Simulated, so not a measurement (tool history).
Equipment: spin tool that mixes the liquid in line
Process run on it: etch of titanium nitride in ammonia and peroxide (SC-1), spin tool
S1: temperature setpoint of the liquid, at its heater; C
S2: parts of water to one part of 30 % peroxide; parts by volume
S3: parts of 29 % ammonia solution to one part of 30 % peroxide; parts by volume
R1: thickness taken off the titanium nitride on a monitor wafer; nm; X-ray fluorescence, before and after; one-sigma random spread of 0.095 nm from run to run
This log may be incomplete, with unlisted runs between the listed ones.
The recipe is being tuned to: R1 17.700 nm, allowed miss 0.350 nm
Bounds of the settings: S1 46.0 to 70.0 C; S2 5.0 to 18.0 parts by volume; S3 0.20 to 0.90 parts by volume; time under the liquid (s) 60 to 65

run 1 day=0.000 | S1=62.0 S2=10.0 S3=0.50 time_under_the_liquid_(s)=60 | R1=13.986
run 2 day=0.362 | S1=62.0 S2=9.0 S3=0.50 time_under_the_liquid_(s)=60 | R1=14.715
run 3 day=0.542 | S1=63.0 S2=9.0 S3=0.50 time_under_the_liquid_(s)=60 | R1=15.780
run 4 day=0.625 | S1=63.0 S2=9.0 S3=0.50 time_under_the_liquid_(s)=60 | R1=15.793
run 5 day=0.912 | S1=63.0 S2=12.0 S3=0.50 time_under_the_liquid_(s)=60 | R1=13.503
run 6 day=0.946 | S1=64.5 S2=12.0 S3=0.50 time_under_the_liquid_(s)=60 | R1=14.752
run 7 day=1.042 | S1=65.5 S2=12.0 S3=0.50 time_under_the_liquid_(s)=60 | R1=15.826
run 8 day=1.275 | S1=66.0 S2=12.0 S3=0.50 time_under_the_liquid_(s)=60 | R1=16.262
run 9 day=1.321 | S1=66.5 S2=12.0 S3=0.50 time_under_the_liquid_(s)=60 | R1=16.955

Of the 5 settings listed for the next run, only one would bring every result within its allowed miss of target. Which one?
run A day=1.367 | S1=65.5 S2=11.5 S3=0.50 time_under_the_liquid_(s)=65 | R1=?
run B day=1.367 | S1=66.5 S2=14.0 S3=0.40 time_under_the_liquid_(s)=65 | R1=?
run C day=1.367 | S1=68.5 S2=15.0 S3=0.30 time_under_the_liquid_(s)=60 | R1=?
run D day=1.367 | S1=64.5 S2=11.0 S3=0.50 time_under_the_liquid_(s)=65 | R1=?
run E day=1.367 | S1=64.5 S2=11.5 S3=0.55 time_under_the_liquid_(s)=60 | R1=?

move=A R1=17.573
move=B R1=16.173
move=C R1=15.442
move=D R1=16.882
move=E R1=15.478
A: every result within its allowed miss
B: further off than the last run
C: further off than the last run
D: further off than the last run
E: further off than the last run
Answer: A

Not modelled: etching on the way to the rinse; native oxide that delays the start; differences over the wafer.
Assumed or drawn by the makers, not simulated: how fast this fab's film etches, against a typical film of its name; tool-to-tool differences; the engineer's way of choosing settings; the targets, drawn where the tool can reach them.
